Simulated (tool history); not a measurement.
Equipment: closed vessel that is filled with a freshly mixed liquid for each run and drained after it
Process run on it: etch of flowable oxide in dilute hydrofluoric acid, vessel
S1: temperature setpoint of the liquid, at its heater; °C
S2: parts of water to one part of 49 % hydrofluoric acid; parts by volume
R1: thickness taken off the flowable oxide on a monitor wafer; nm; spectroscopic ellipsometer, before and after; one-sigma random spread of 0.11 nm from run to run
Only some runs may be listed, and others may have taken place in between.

Run 1, hour 0: S1 22 °C, S2 250 parts by volume, time in the liquid (s) 155. Result: R1 23.504 nm.
Run 2, hour 8: S1 21.5 °C, S2 250 parts by volume, time in the liquid (s) 155. Result: R1 23.128 nm.
Run 3, hour 9.7: S1 21 °C, S2 250 parts by volume, time in the liquid (s) 155. Result: R1 22.544 nm.
Run 4, hour 14.2: S1 20.5 °C, S2 250 parts by volume, time in the liquid (s) 155. Result: R1 22.116 nm.
Run 5, hour 21.5: S1 20.5 °C, S2 320 parts by volume, time in the liquid (s) 155. Result: R1 16.276 nm.
At hour 22.8: thermometer replaced.
Run 6, hour 22.8: S1 20.5 °C, S2 320 parts by volume, time in the liquid (s) 155. Result: R1 14.951 nm.

Run 7 is up next; what results do you expect?
Run 7, hour 31.7: S1 21 °C, S2 320 parts by volume, time in the liquid (s) 155. Result: R1 ?.

R1: 15.296 nm
